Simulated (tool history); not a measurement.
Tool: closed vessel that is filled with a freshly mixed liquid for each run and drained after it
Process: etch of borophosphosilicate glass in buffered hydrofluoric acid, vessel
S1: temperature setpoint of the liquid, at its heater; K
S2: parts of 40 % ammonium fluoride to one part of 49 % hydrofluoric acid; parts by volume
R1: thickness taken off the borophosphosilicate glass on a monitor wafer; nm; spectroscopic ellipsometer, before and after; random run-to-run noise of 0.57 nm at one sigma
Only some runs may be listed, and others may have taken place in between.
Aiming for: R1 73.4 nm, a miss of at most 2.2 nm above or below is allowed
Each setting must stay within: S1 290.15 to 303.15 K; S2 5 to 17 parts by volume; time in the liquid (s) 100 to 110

run 1 hour=0 | S1=295.15 S2=10.5 time_in_the_liquid_(s)=100 | R1=114.96
run 2 hour=1.4 | S1=295.15 S2=10.5 time_in_the_liquid_(s)=100 | R1=114.28
run 3 hour=7.6 | S1=294.15 S2=11 time_in_the_liquid_(s)=100 | R1=105.54
run 4 hour=14.8 | S1=293.15 S2=11.5 time_in_the_liquid_(s)=100 | R1=93.456
run 5 hour=15.4 | S1=293.15 S2=11.5 time_in_the_liquid_(s)=110 | R1=102.95
run 6 hour=21.7 | S1=293.15 S2=14 time_in_the_liquid_(s)=110 | R1=83.861
run 7 hour=24.6 | S1=293.15 S2=14 time_in_the_liquid_(s)=110 | R1=85.476
run 8 hour=28.1 | S1=292.65 S2=14 time_in_the_liquid_(s)=110 | R1=82.79
run 9 hour=31 | S1=292.15 S2=14 time_in_the_liquid_(s)=110 | R1=81.023
run 10 hour=38.6 | S1=291.65 S2=14 time_in_the_liquid_(s)=110 | R1=78.564
run 11 hour=41.6 | S1=291.65 S2=14 time_in_the_liquid_(s)=110 | R1=78.18
run 12 hour=44.9 | S1=291.15 S2=14 time_in_the_liquid_(s)=110 | R1=76.763

Which single option among these 4 for the next run brings every result within its allowed miss of target? Just one does.
run A hour=48.2 | S1=292.15 S2=12.5 time_in_the_liquid_(s)=100 | R1=?
run B hour=48.2 | S1=292.65 S2=14.5 time_in_the_liquid_(s)=110 | R1=?
run C hour=48.2 | S1=291.15 S2=13.5 time_in_the_liquid_(s)=110 | R1=?
run D hour=48.2 | S1=290.65 S2=13 time_in_the_liquid_(s)=100 | R1=?

move=A R1=81.989
move=B R1=80.084
move=C R1=79.081
move=D R1=72.568
A: lands further from the targets than the last run did
B: lands further from the targets than the last run did
C: lands further from the targets than the last run did
D: each result inside its tolerance
D is the move that brings every result within its allowed miss.

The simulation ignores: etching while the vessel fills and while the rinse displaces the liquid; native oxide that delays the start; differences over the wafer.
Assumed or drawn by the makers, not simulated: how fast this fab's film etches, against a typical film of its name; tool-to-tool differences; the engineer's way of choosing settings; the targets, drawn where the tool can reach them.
